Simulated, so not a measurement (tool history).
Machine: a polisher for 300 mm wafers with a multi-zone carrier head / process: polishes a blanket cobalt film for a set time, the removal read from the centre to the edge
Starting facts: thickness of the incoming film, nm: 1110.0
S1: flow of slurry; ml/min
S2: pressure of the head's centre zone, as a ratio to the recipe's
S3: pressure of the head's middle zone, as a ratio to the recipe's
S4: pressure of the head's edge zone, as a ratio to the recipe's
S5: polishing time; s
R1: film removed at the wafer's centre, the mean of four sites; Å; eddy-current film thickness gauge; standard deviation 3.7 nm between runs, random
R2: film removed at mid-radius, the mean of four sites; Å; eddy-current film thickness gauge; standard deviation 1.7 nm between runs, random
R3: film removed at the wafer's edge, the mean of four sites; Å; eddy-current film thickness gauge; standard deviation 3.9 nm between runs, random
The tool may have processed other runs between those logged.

{"run": 1, "hour": 0.0, "S1": 125, "S2": 1, "S3": 1, "S4": 1, "S5": 48, "R1": 3050.7, "R2": 3323.4, "R3": 3247.5}
{"run": 2, "hour": 3.1, "S1": 115, "S2": 1.01, "S3": 0.96, "S4": 0.98, "S5": 48, "R1": 3020, "R2": 3107.9, "R3": 3293.1}
{"run": 3, "hour": 12.1, "S1": 115, "S2": 1.01, "S3": 0.96, "S4": 0.98, "S5": 58, "R1": 3551.2, "R2": 3783.7, "R3": 3964.8}
{"run": 4, "hour": 20.1, "S1": 115, "S2": 1.01, "S3": 0.96, "S4": 0.92, "S5": 58, "R1": 3539.3, "R2": 3780, "R3": 3872.4}
{"run": 5, "hour": 27.4, "S1": 115, "S2": 0.95, "S3": 0.96, "S4": 0.92, "S5": 58, "R1": 3373.3, "R2": 3785.2, "R3": 3835.9}
{"run": 6, "hour": 33.4, "S1": 115, "S2": 0.97, "S3": 0.94, "S4": 0.89, "S5": 54, "R1": 3193.7, "R2": 3447, "R3": 3488.6}
{"run": 7, "hour": 39.5, "S1": 115, "S2": 0.97, "S3": 0.94, "S4": 0.89, "S5": 54, "R1": 3203.9, "R2": 3435.2, "R3": 3631.9}

Predict the results of run 8:
{"run": 8, "hour": 44.5, "S1": 115, "S2": 1, "S3": 0.94, "S4": 0.88, "S5": 50, "R1": "?", "R2": "?", "R3": "?"}

Logged for run 8: R1 3039.9 Å, R2 3155.8 Å, R3 3154 Å.
